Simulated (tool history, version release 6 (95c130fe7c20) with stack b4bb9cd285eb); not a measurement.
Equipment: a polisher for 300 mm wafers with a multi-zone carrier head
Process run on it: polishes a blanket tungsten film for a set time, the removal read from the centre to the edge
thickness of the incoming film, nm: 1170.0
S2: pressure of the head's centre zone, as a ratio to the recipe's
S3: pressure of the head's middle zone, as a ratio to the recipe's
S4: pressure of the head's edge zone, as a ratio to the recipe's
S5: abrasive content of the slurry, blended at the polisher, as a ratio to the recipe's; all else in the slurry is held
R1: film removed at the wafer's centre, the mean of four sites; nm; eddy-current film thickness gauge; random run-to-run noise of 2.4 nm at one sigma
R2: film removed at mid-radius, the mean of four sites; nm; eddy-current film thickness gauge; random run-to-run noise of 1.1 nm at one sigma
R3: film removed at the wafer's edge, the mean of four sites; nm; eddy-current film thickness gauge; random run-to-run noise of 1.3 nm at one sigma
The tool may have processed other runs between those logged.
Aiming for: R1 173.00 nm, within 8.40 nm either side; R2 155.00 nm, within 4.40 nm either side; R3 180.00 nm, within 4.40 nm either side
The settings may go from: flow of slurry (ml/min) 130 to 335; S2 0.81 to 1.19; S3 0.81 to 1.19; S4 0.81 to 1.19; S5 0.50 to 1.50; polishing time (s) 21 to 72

run 1 day=0.000 | flow_of_slurry_(ml/min)=215 S2=1.00 S3=1.00 S4=1.00 S5=1.00 polishing_time_(s)=46 | R1=228.54 R2=220.95 R3=220.90
run 2 day=0.300 | flow_of_slurry_(ml/min)=205 S2=0.99 S3=0.97 S4=0.99 S5=0.90 polishing_time_(s)=46 | R1=221.30 R2=208.46 R3=210.45
run 3 day=0.567 | flow_of_slurry_(ml/min)=205 S2=0.99 S3=1.02 S4=0.99 S5=0.90 polishing_time_(s)=46 | R1=222.32 R2=212.50 R3=210.49
run 4 day=0.700 | flow_of_slurry_(ml/min)=195 S2=0.97 S3=0.98 S4=1.00 S5=0.80 polishing_time_(s)=46 | R1=208.60 R2=199.75 R3=202.94
run 5 day=0.762 | flow_of_slurry_(ml/min)=195 S2=0.97 S3=1.01 S4=1.00 S5=0.80 polishing_time_(s)=46 | R1=199.51 R2=205.99 R3=206.63
run 6 day=0.875 | flow_of_slurry_(ml/min)=195 S2=0.92 S3=1.01 S4=1.00 S5=0.80 polishing_time_(s)=46 | R1=194.92 R2=206.04 R3=207.63
run 7 day=1.083 | flow_of_slurry_(ml/min)=185 S2=0.92 S3=0.97 S4=1.01 S5=0.75 polishing_time_(s)=46 | R1=186.87 R2=191.34 R3=199.88
run 8 day=1.158 | flow_of_slurry_(ml/min)=175 S2=0.92 S3=0.94 S4=1.01 S5=0.75 polishing_time_(s)=46 | R1=187.14 R2=188.14 R3=198.29
run 9 day=1.521 | flow_of_slurry_(ml/min)=170 S2=0.92 S3=0.92 S4=1.02 S5=0.70 polishing_time_(s)=46 | R1=183.94 R2=178.66 R3=195.25
run 10 day=1.567 | flow_of_slurry_(ml/min)=170 S2=0.92 S3=0.92 S4=1.02 S5=0.70 polishing_time_(s)=46 | R1=181.68 R2=177.47 R3=194.63

Which single option among these 5 for the next run brings every result within its allowed miss of target? Just one does.
run A day=1.612 | flow_of_slurry_(ml/min)=135 S2=0.92 S3=0.82 S4=1.19 S5=0.70 polishing_time_(s)=43 | R1=? R2=? R3=?
run B day=1.612 | flow_of_slurry_(ml/min)=155 S2=0.86 S3=0.89 S4=1.09 S5=0.75 polishing_time_(s)=41 | R1=? R2=? R3=?
run C day=1.612 | flow_of_slurry_(ml/min)=130 S2=0.89 S3=0.91 S4=0.90 S5=0.50 polishing_time_(s)=50 | R1=? R2=? R3=?
run D day=1.612 | flow_of_slurry_(ml/min)=135 S2=1.01 S3=0.90 S4=1.11 S5=0.50 polishing_time_(s)=47 | R1=? R2=? R3=?
run E day=1.612 | flow_of_slurry_(ml/min)=220 S2=0.90 S3=0.96 S4=0.97 S5=0.80 polishing_time_(s)=38 | R1=? R2=? R3=?

move=A R1=159.61 R2=146.77 R3=187.88
move=B R1=150.26 R2=156.27 R3=179.27
move=C R1=159.29 R2=163.51 R3=171.70
move=D R1=171.82 R2=153.68 R3=177.93
move=E R1=158.78 R2=165.51 R3=167.84
A: takes the biggest miss from the last run beyond its target
B: puts the biggest miss on target and leaves a different result outside tolerance
C: moves toward the targets from the last run without getting all of them in spec
D: all results land within tolerance of their targets
E: moves toward the targets from the last run without getting all of them in spec
Answer: D
